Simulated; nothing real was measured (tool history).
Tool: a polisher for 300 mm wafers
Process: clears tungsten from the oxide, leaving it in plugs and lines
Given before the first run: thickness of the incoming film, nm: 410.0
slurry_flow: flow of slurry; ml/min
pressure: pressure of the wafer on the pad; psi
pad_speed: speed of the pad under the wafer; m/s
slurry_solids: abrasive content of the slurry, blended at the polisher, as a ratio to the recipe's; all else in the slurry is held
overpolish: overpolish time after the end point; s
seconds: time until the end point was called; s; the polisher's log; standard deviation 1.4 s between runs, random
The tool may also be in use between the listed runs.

{"run": 1, "hour": 0.0, "slurry_flow": 135, "pressure": 4.5, "pad_speed": 1.24, "slurry_solids": 1.0, "overpolish": 22, "seconds": 60.312}
{"run": 2, "hour": 2.0, "slurry_flow": 135, "pressure": 4.5, "pad_speed": 1.24, "slurry_solids": 1.0, "overpolish": 24, "seconds": 60.789}
{"run": 3, "hour": 7.8, "slurry_flow": 145, "pressure": 4.5, "pad_speed": 1.24, "slurry_solids": 1.0, "overpolish": 24, "seconds": 58.619}
{"run": 4, "hour": 9.7, "slurry_flow": 140, "pressure": 4.2, "pad_speed": 1.24, "slurry_solids": 1.0, "overpolish": 24, "seconds": 64.126}
{"run": 5, "hour": 14.4, "slurry_flow": 135, "pressure": 3.9, "pad_speed": 1.24, "slurry_solids": 1.0, "overpolish": 24, "seconds": 69.346}
{"run": 6, "hour": 23.3, "slurry_flow": 125, "pressure": 3.9, "pad_speed": 1.24, "slurry_solids": 1.0, "overpolish": 24, "seconds": 71.059}
{"run": 7, "hour": 23.9, "slurry_flow": 120, "pressure": 3.7, "pad_speed": 1.24, "slurry_solids": 1.0, "overpolish": 24, "seconds": 76.941}
{"run": 8, "hour": 27.5, "slurry_flow": 115, "pressure": 3.6, "pad_speed": 1.24, "slurry_solids": 1.0, "overpolish": 24, "seconds": 77.734}
{"hour": 33.1, "done": "worn pad replaced by a new one"}
{"run": 9, "hour": 33.1, "slurry_flow": 115, "pressure": 3.5, "pad_speed": 1.24, "slurry_solids": 1.0, "overpolish": 24, "seconds": 73.539}

Forecast run 10:
{"run": 10, "hour": 38.5, "slurry_flow": 115, "pressure": 3.3, "pad_speed": 1.24, "slurry_solids": 1.0, "overpolish": 24, "seconds": "?"}

seconds: 78.916 s

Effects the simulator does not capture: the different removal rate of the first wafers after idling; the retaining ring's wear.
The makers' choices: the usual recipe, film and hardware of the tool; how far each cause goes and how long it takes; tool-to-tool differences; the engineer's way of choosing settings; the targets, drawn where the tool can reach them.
